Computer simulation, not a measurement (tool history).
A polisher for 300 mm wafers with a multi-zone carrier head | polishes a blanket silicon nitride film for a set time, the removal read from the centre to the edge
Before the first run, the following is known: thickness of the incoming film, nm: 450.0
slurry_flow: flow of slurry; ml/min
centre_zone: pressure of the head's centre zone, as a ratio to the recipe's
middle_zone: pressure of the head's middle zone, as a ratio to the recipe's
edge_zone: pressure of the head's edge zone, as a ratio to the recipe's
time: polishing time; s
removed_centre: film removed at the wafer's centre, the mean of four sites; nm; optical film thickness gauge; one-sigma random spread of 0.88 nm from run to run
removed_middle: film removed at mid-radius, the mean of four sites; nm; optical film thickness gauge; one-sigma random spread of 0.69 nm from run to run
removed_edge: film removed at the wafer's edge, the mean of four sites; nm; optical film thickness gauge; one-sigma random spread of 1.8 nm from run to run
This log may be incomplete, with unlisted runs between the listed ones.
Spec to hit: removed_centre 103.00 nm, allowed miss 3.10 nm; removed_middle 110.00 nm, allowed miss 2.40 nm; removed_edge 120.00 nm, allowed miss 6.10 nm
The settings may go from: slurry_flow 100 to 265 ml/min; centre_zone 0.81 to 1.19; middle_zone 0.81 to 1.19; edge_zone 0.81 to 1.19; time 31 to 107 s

run	day	slurry_flow	centre_zone	middle_zone	edge_zone	time	removed_centre	removed_middle	removed_edge
1	0.000	170	1.00	1.00	1.00	69	143.42	145.94	148.14
2	0.025	170	1.00	1.00	1.00	86	181.61	183.68	176.54
3	0.221	170	1.00	1.00	1.00	74	155.15	155.77	153.84
4	0.571	170	1.00	1.05	1.00	74	155.40	161.65	155.98
5	0.929	170	1.00	1.05	1.04	74	156.49	162.59	154.47
6	1.262	165	0.99	1.03	1.04	71	147.26	153.79	145.85
7	1.554	165	0.99	1.03	1.04	71	145.45	153.45	152.62
8	1.833	165	0.98	1.01	1.01	68	140.73	145.85	139.93
9	2.029	165	0.98	1.01	1.01	68	139.55	145.36	144.48
10	2.075	160	0.97	0.99	1.01	66	132.94	137.29	138.18
11	2.254	150	0.95	0.97	1.00	65	127.25	133.33	133.61
12	2.296	145	0.93	0.94	1.00	64	119.82	129.83	133.82
13	2.646	140	0.93	0.92	0.99	63	118.70	124.74	127.75
14	2.812	135	0.92	0.90	0.99	63	116.41	121.94	126.52
15	3.062	130	0.91	0.89	0.99	63	113.82	121.70	127.26
16	3.396	125	0.91	0.88	0.99	63	115.57	119.47	123.54
17	3.675	125	0.90	0.87	0.99	63	111.97	118.27	126.72
18	3.971	120	0.89	0.86	0.99	63	111.60	115.67	129.58
19	4.079	120	0.88	0.86	0.98	63	108.67	117.13	127.88
20	4.175	120	0.88	0.85	0.97	63	109.04	115.98	125.36
21	4.392	120	0.88	0.84	0.97	63	108.68	115.17	127.46

Exactly one of the 5 candidate moves below puts every result within its allowed miss. Which one?
A	4.608	100	0.93	0.90	0.91	59	?	?	?
B	4.608	115	0.87	0.86	0.93	65	?	?	?
C	4.608	105	0.87	0.87	0.96	65	?	?	?
D	4.608	105	0.89	0.86	1.00	61	?	?	?
E	4.608	100	0.94	0.90	0.98	63	?	?	?

move	removed_centre	removed_middle	removed_edge
A	105.23	109.53	112.87
B	111.75	121.00	128.01
C	109.57	119.66	128.38
D	105.21	111.59	122.86
E	113.58	116.94	124.79
A: brings the last run's worst result on target, with another outside its allowed miss
B: misses by more than the last run did
C: misses by more than the last run did
D: all results in spec
E: misses by more than the last run did
Move D is the one to make.

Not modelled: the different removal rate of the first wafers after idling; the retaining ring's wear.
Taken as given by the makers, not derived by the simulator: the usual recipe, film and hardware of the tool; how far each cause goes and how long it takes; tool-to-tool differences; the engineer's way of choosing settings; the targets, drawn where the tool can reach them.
